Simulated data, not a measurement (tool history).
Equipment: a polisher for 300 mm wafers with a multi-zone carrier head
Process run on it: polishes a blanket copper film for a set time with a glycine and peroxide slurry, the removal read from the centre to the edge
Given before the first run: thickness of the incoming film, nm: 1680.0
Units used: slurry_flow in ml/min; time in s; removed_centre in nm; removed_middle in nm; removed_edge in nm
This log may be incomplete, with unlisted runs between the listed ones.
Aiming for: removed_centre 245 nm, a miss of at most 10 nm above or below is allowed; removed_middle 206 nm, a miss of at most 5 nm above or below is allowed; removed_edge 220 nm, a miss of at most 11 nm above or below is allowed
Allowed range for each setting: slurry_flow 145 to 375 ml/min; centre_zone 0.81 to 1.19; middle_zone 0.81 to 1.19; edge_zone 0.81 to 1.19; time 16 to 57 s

run 1 hour=0 | slurry_flow=240 centre_zone=1 middle_zone=1 edge_zone=1 time=36 | removed_centre=198.3 removed_middle=201.81 removed_edge=200.54
run 2 hour=1.5 | slurry_flow=280 centre_zone=1 middle_zone=1 edge_zone=1 time=36 | removed_centre=206.01 removed_middle=207.88 removed_edge=204.43
run 3 hour=3.6 | slurry_flow=280 centre_zone=1 middle_zone=1 edge_zone=0.96 time=36 | removed_centre=202.62 removed_middle=209.22 removed_edge=200.61
run 4 hour=8.2 | slurry_flow=280 centre_zone=1 middle_zone=1 edge_zone=0.96 time=40 | removed_centre=224.49 removed_middle=230.35 removed_edge=221.54
run 5 hour=10.4 | slurry_flow=275 centre_zone=1.01 middle_zone=0.99 edge_zone=0.96 time=40 | removed_centre=229.74 removed_middle=231.04 removed_edge=221.47
run 6 hour=11.8 | slurry_flow=275 centre_zone=1.01 middle_zone=0.99 edge_zone=1.02 time=40 | removed_centre=227.73 removed_middle=229.31 removed_edge=227.8
run 7 hour=19.3 | slurry_flow=270 centre_zone=1.02 middle_zone=0.98 edge_zone=1.02 time=40 | removed_centre=232.31 removed_middle=227.52 removed_edge=238.16
run 8 hour=27.5 | slurry_flow=300 centre_zone=1.11 middle_zone=0.91 edge_zone=0.92 time=37 | removed_centre=229.77 removed_middle=199.97 removed_edge=204.61
run 9 hour=32.9 | slurry_flow=305 centre_zone=1.11 middle_zone=0.91 edge_zone=0.93 time=37 | removed_centre=235.83 removed_middle=199.16 removed_edge=203.67
run 10 hour=37.5 | slurry_flow=305 centre_zone=1.11 middle_zone=0.91 edge_zone=0.94 time=37 | removed_centre=233.01 removed_middle=199.42 removed_edge=201.58
run 11 hour=42.6 | slurry_flow=305 centre_zone=1.11 middle_zone=0.91 edge_zone=0.94 time=37 | removed_centre=229.66 removed_middle=199.86 removed_edge=202.71
run 12 hour=47.2 | slurry_flow=305 centre_zone=1.11 middle_zone=0.91 edge_zone=0.95 time=37 | removed_centre=230.36 removed_middle=201.05 removed_edge=208.64
run 13 hour=50.6 | slurry_flow=305 centre_zone=1.12 middle_zone=0.91 edge_zone=0.95 time=37 | removed_centre=233.22 removed_middle=201.34 removed_edge=206
run 14 hour=56.5 | slurry_flow=305 centre_zone=1.12 middle_zone=0.91 edge_zone=0.96 time=37 | removed_centre=235.41 removed_middle=200.77 removed_edge=206.95
run 15 hour=62.8 | slurry_flow=305 centre_zone=1.12 middle_zone=0.91 edge_zone=0.97 time=37 | removed_centre=233.2 removed_middle=200.4 removed_edge=208.34
run 16 hour=64.5 | slurry_flow=305 centre_zone=1.12 middle_zone=0.91 edge_zone=0.97 time=37 | removed_centre=236.27 removed_middle=199.18 removed_edge=211.41

Of the 4 settings listed for the next run, only one would bring every result within its allowed miss of target. Which one?
run A hour=66.2 | slurry_flow=315 centre_zone=1.1 middle_zone=0.99 edge_zone=0.93 time=35 | removed_centre=? removed_middle=? removed_edge=?
run B hour=66.2 | slurry_flow=220 centre_zone=1.15 middle_zone=0.92 edge_zone=0.99 time=39 | removed_centre=? removed_middle=? removed_edge=?
run C hour=66.2 | slurry_flow=300 centre_zone=1.19 middle_zone=0.97 edge_zone=0.89 time=36 | removed_centre=? removed_middle=? removed_edge=?
run D hour=66.2 | slurry_flow=305 centre_zone=0.99 middle_zone=0.95 edge_zone=0.98 time=39 | removed_centre=? removed_middle=? removed_edge=?

move=A removed_centre=217.52 removed_middle=202.32 removed_edge=196.18
move=B removed_centre=240.26 removed_middle=204.64 removed_edge=218.13
move=C removed_centre=238.62 removed_middle=203.94 removed_edge=197.05
move=D removed_centre=220.11 removed_middle=218.15 removed_edge=223.63
A: puts the biggest miss on target and leaves a different result outside tolerance
B: every result lands within tolerance
C: puts the biggest miss on target and leaves a different result outside tolerance
D: takes the biggest miss from the last run beyond its target
Answer: B

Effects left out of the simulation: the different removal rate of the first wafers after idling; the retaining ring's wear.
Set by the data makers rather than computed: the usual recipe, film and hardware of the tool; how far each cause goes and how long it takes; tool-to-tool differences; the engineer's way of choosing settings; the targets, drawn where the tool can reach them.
